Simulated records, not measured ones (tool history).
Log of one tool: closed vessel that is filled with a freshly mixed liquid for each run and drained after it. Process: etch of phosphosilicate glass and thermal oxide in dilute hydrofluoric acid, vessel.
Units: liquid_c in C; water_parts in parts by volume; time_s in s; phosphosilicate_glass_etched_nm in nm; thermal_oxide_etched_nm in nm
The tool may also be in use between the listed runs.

run,hour,liquid_c,water_parts,time_s,phosphosilicate_glass_etched_nm,thermal_oxide_etched_nm
1,0.0,25.0,100,75,60.061,3.4622
2,4.0,22.5,125,75,42.138,2.4199
3,12.7,22.5,100,75,52.509,3.0805
4,15.4,20.5,125,75,38.778,2.2048
5,22.0,19.5,140,75,32.665,1.8462
6,25.5,19.0,150,75,29.684,1.6901

Run 7 comes next. What will it give?
7,31.7,18.5,160,75,?,?

Run 7 gave phosphosilicate_glass_etched_nm 26.852 nm, thermal_oxide_etched_nm 1.5575 nm.
